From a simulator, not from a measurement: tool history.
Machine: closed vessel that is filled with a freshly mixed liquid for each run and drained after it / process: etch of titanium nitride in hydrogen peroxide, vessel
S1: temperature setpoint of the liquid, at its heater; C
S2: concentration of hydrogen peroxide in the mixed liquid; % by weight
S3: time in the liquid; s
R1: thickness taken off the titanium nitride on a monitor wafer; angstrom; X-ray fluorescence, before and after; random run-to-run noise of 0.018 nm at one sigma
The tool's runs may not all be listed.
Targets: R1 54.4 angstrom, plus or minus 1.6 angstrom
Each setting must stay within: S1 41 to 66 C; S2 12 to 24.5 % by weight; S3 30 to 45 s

run    day    S1    S2  S3      R1
  1      0    57  16.5  45  61.206
  2  0.112    60  16.5  45  74.803
  3  0.338    59  16.5  45  70.267
  4  0.479    59  16.5  30  46.741
  5  0.858    59    13  30  44.666
  6  1.096    59    13  45   66.48
  7  1.308  58.5    13  45  64.147
  8  1.467    58    13  45  62.392
  9  1.554  57.5    13  45  59.777

Which one of the following 4 next-run settings gets every result inside its allowed miss? There is exactly one.
  A  1.642  57.5    14  40   ?
  B  1.642    57    13  45   ?
  C  1.642  58.5  13.5  40   ?
  D  1.642    57    12  45   ?

move      R1
   A  54.219
   B  58.018
   C  57.639
   D  57.057
A: each result inside its tolerance
B: nearer the targets than the last run, but a result is still out of spec
C: nearer the targets than the last run, but a result is still out of spec
D: nearer the targets than the last run, but a result is still out of spec
The right move is A.

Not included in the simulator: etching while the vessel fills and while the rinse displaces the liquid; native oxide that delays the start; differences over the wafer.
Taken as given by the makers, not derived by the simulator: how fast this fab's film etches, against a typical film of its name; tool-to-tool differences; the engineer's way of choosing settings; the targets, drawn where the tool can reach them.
